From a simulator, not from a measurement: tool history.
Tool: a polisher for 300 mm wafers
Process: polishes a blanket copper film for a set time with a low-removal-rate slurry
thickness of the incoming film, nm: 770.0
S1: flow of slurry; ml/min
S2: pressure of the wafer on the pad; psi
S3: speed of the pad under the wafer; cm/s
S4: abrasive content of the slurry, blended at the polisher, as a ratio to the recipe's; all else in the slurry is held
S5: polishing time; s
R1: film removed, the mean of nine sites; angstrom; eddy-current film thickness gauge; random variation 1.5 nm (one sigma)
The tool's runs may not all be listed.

run  hour   S1   S2  S3    S4  S5      R1
  1     0  180  2.5  96     1  44  1104.7
  2     9  220  2.5  96     1  44  1142.6
  3  12.6  220  2.5  96     1  44  1131.6
  4  21.5  220  2.5  96     1  44  1117.9
  5  24.9  220  2.5  96     1  46  1176.6
  6  29.3  220  2.5  96  1.15  46  1212.8

The next listed run, before its measurement:
  7  33.9  220  2.6  96  1.15  46   ?

Run 7 gave R1 1247.7 angstrom.
